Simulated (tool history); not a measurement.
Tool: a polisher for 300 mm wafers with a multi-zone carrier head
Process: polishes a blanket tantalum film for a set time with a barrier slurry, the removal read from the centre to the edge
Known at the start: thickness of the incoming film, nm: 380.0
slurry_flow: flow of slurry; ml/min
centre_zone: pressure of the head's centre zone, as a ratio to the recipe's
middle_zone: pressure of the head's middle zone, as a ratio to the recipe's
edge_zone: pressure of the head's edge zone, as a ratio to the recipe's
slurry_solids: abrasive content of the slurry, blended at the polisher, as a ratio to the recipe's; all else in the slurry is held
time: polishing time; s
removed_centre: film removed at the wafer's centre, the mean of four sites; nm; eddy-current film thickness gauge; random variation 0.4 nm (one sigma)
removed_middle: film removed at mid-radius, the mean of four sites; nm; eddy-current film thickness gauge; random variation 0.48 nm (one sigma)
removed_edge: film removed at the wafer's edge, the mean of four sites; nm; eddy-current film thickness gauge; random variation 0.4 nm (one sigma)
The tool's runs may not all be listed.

run,day,slurry_flow,centre_zone,middle_zone,edge_zone,slurry_solids,time,removed_centre,removed_middle,removed_edge
1,0.000,255,1.00,1.00,1.00,1.00,62,80.734,79.511,81.480
2,0.046,250,0.97,1.00,0.98,0.95,61,77.295,78.409,78.238
3,0.071,245,0.95,1.00,0.98,0.90,59,71.663,75.179,74.736
4,0.258,240,0.93,0.99,0.97,0.85,58,69.069,71.289,70.691
5,0.621,235,0.91,0.99,0.98,0.80,57,63.894,68.229,69.577
6,0.688,255,0.91,0.99,0.98,0.80,57,64.922,67.701,70.508
7,0.750,245,0.90,0.99,0.97,0.75,56,61.869,64.946,68.098
8,0.921,235,0.89,1.00,0.96,0.70,55,57.550,62.608,64.733
9,0.992,230,0.88,1.00,0.94,0.70,55,57.020,63.478,63.375
10,1.225,225,0.87,0.99,0.93,0.65,55,55.056,60.080,61.996
11,1.250,220,0.86,0.99,0.92,0.65,55,55.477,61.016,61.195
12,1.625,215,0.85,0.99,0.92,0.65,55,53.501,60.953,60.117

Forecast run 13:
13,1.858,210,0.84,0.99,0.92,0.65,55,?,?,?

{"run 13": {"removed_centre": 53.458, "removed_middle": 60.051, "removed_edge": 60.805}}

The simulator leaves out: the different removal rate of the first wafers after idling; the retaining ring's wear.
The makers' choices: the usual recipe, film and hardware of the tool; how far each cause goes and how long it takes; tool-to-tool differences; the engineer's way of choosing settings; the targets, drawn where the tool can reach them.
